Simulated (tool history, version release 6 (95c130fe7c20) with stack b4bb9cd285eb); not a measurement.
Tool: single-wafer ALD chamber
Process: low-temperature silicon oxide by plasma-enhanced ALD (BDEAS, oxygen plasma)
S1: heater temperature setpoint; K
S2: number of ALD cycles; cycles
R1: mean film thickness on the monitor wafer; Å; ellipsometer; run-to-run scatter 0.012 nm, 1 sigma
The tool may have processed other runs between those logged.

run    day      S1  S2      R1
  1      0  368.15  47  61.532
  2  0.183  370.15  45  58.886
  3  0.258  365.15  45  59.848
  4  0.308  367.15  44  58.043
  5  0.558  367.15  40  52.526
  6  0.792  362.15  40  53.412

The next listed run, before its measurement:
  7  1.146  364.15  39   ?

{"run 7": {"R1": 52.002}}
